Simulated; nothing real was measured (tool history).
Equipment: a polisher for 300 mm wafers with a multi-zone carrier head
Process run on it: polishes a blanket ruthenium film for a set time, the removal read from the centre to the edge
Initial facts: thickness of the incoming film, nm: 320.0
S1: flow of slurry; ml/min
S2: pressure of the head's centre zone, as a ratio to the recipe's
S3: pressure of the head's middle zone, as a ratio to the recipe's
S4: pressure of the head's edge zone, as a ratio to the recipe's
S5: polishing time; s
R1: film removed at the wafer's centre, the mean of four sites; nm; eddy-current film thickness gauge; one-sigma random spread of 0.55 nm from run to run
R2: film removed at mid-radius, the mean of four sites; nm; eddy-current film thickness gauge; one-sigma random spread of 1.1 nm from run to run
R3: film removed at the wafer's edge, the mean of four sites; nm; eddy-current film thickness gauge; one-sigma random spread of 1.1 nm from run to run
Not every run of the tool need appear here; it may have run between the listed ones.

{"run": 1, "hour": 0.0, "S1": 315, "S2": 1, "S3": 1, "S4": 1, "S5": 70, "R1": 61.295, "R2": 63.749, "R3": 64.218}
{"run": 2, "hour": 7.1, "S1": 370, "S2": 1, "S3": 1, "S4": 1, "S5": 70, "R1": 62.361, "R2": 63.417, "R3": 65.195}
{"run": 3, "hour": 9.4, "S1": 305, "S2": 1, "S3": 1, "S4": 1, "S5": 70, "R1": 60.852, "R2": 63.437, "R3": 66.241}
{"run": 4, "hour": 13.9, "S1": 305, "S2": 1.06, "S3": 1, "S4": 1, "S5": 70, "R1": 64.221, "R2": 63.396, "R3": 64.562}
{"run": 5, "hour": 16.1, "S1": 305, "S2": 1.09, "S3": 1, "S4": 1.02, "S5": 72, "R1": 67.586, "R2": 65.547, "R3": 66.555}
{"run": 6, "hour": 19.2, "S1": 305, "S2": 1.12, "S3": 1, "S4": 1.02, "S5": 72, "R1": 69.799, "R2": 64.787, "R3": 67.61}
{"hour": 25.4, "done": "centre zone pressure recalibrated"}
{"run": 7, "hour": 25.4, "S1": 315, "S2": 1.14, "S3": 1.01, "S4": 1.03, "S5": 74, "R1": 76.214, "R2": 66.987, "R3": 69.783}
{"run": 8, "hour": 31.1, "S1": 315, "S2": 1.14, "S3": 1.01, "S4": 1.03, "S5": 74, "R1": 76.742, "R2": 67.993, "R3": 71.096}

Predict the results of run 9:
{"run": 9, "hour": 38.4, "S1": 325, "S2": 1.14, "S3": 1.03, "S4": 1.05, "S5": 74, "R1": "?", "R2": "?", "R3": "?"}

Run 9 came out at R1 75.889 nm, R2 68.063 nm, R3 72.899 nm.
